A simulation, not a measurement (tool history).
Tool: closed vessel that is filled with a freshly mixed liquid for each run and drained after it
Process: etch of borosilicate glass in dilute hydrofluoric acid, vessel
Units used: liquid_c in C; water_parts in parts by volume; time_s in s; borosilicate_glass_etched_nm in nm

run  hour  liquid_c  water_parts  time_s  borosilicate_glass_etched_nm
  1   0.0      25.0           75      90                        29.211
  2   5.9      23.5           75      90                        27.148
  3   9.7      21.5           75      90                        25.490
  4  11.9      24.0           75      90                        28.271
  5  20.1      27.5           75      90                        32.358
  6  26.9      27.5           75     100                        35.919
  7  36.1      23.5           80     100                        28.892
  8  41.0      22.0           80     100                        26.882
  9  48.7      21.0           80     100                        26.250

Run 10, settings as shown, results not yet in. Your forecast:
 10  54.2      20.0           80     100                             ?

{"run 10": {"borosilicate_glass_etched_nm": 25.021}}
